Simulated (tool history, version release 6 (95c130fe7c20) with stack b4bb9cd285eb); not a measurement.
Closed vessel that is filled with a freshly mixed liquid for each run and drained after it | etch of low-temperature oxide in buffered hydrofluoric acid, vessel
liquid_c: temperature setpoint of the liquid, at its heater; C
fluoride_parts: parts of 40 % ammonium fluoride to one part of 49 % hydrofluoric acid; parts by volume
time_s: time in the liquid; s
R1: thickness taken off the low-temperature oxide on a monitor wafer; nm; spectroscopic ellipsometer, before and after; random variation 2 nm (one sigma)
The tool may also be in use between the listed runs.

{"run": 1, "hour": 0.0, "liquid_c": 24.0, "fluoride_parts": 13.0, "time_s": 105, "R1": 312.17}
{"run": 2, "hour": 1.1, "liquid_c": 24.0, "fluoride_parts": 15.5, "time_s": 105, "R1": 262.12}
{"run": 3, "hour": 2.8, "liquid_c": 23.0, "fluoride_parts": 15.5, "time_s": 105, "R1": 247.74}
{"run": 4, "hour": 11.5, "liquid_c": 23.0, "fluoride_parts": 14.0, "time_s": 105, "R1": 273.91}
{"run": 5, "hour": 20.1, "liquid_c": 23.0, "fluoride_parts": 16.5, "time_s": 105, "R1": 231.3}
{"run": 6, "hour": 21.6, "liquid_c": 25.5, "fluoride_parts": 16.5, "time_s": 105, "R1": 266.78}
{"run": 7, "hour": 29.3, "liquid_c": 27.0, "fluoride_parts": 16.5, "time_s": 105, "R1": 291.2}

The next listed run, before its measurement:
{"run": 8, "hour": 37.3, "liquid_c": 28.0, "fluoride_parts": 16.5, "time_s": 105, "R1": "?"}

Run 8 gave R1 307.04 nm.
